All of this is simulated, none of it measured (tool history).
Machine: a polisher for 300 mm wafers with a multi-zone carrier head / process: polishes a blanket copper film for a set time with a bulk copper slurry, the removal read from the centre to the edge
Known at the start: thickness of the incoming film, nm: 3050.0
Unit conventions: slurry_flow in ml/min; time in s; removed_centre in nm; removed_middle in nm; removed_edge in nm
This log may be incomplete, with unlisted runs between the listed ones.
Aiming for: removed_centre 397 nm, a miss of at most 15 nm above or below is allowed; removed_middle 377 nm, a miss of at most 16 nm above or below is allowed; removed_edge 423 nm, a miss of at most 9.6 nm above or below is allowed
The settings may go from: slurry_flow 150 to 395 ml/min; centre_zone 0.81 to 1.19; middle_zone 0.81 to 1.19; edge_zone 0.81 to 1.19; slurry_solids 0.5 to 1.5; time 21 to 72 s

Run 1, day 0: slurry_flow 250 ml/min, centre_zone 1, middle_zone 1, edge_zone 1, slurry_solids 1, time 46 s. Result: removed_centre 290.74 nm, removed_middle 297.77 nm, removed_edge 298.96 nm.
Run 2, day 0.025: slurry_flow 250 ml/min, centre_zone 1, middle_zone 1.08, edge_zone 1, slurry_solids 1, time 46 s. Result: removed_centre 293.83 nm, removed_middle 316.52 nm, removed_edge 298.92 nm.
Run 3, day 0.338: slurry_flow 260 ml/min, centre_zone 1.02, middle_zone 1.05, edge_zone 1.06, slurry_solids 1.15, time 48 s. Result: removed_centre 332.78 nm, removed_middle 342.45 nm, removed_edge 335.37 nm.
Run 4, day 0.633: slurry_flow 265 ml/min, centre_zone 1.01, middle_zone 1.01, edge_zone 1.1, slurry_solids 1.25, time 49 s. Result: removed_centre 344.9 nm, removed_middle 346.82 nm, removed_edge 349.98 nm.
Run 5, day 1: slurry_flow 260 ml/min, centre_zone 1, middle_zone 0.97, edge_zone 1.13, slurry_solids 1.3, time 51 s. Result: removed_centre 355.03 nm, removed_middle 351.44 nm, removed_edge 376.22 nm.
Run 6, day 1.354: slurry_flow 265 ml/min, centre_zone 1, middle_zone 0.96, edge_zone 1.15, slurry_solids 1.35, time 52 s. Result: removed_centre 369.6 nm, removed_middle 349.29 nm, removed_edge 391.02 nm.
Run 7, day 1.471: slurry_flow 275 ml/min, centre_zone 1, middle_zone 0.97, edge_zone 1.16, slurry_solids 1.4, time 52 s. Result: removed_centre 375.24 nm, removed_middle 360.15 nm, removed_edge 394.22 nm.
Run 8, day 1.671: slurry_flow 275 ml/min, centre_zone 1, middle_zone 0.97, edge_zone 1.17, slurry_solids 1.45, time 53 s. Result: removed_centre 389.13 nm, removed_middle 383.75 nm, removed_edge 410.01 nm.

5 candidate next runs follow, results not yet known. Just one meets every target within its allowed miss. Identify it.
Run A, day 1.871: slurry_flow 165 ml/min, centre_zone 0.98, middle_zone 0.9, edge_zone 1.09, slurry_solids 1.5, time 58 s. Result: removed_centre ?, removed_middle ?, removed_edge ?.
Run B, day 1.871: slurry_flow 290 ml/min, centre_zone 1.1, middle_zone 1.04, edge_zone 1.18, slurry_solids 1.5, time 51 s. Result: removed_centre ?, removed_middle ?, removed_edge ?.
Run C, day 1.871: slurry_flow 285 ml/min, centre_zone 1.08, middle_zone 1.01, edge_zone 1.13, slurry_solids 1.5, time 52 s. Result: removed_centre ?, removed_middle ?, removed_edge ?.
Run D, day 1.871: slurry_flow 340 ml/min, centre_zone 1.02, middle_zone 0.98, edge_zone 1.12, slurry_solids 1.25, time 54 s. Result: removed_centre ?, removed_middle ?, removed_edge ?.
Run E, day 1.871: slurry_flow 260 ml/min, centre_zone 1.04, middle_zone 1, edge_zone 1.09, slurry_solids 1.5, time 51 s. Result: removed_centre ?, removed_middle ?, removed_edge ?.

move  removed_centre  removed_middle  removed_edge
   A          398.49           379.4        430.05
   B          416.76          395.77        402.09
   C          416.43          393.16         403.9
   D          392.37          382.18        400.33
   E          389.91          379.63        389.43
A: in spec on every target
B: its largest miss is bigger than the last run's
C: its largest miss is bigger than the last run's
D: its largest miss is bigger than the last run's
E: its largest miss is bigger than the last run's
Answer: A

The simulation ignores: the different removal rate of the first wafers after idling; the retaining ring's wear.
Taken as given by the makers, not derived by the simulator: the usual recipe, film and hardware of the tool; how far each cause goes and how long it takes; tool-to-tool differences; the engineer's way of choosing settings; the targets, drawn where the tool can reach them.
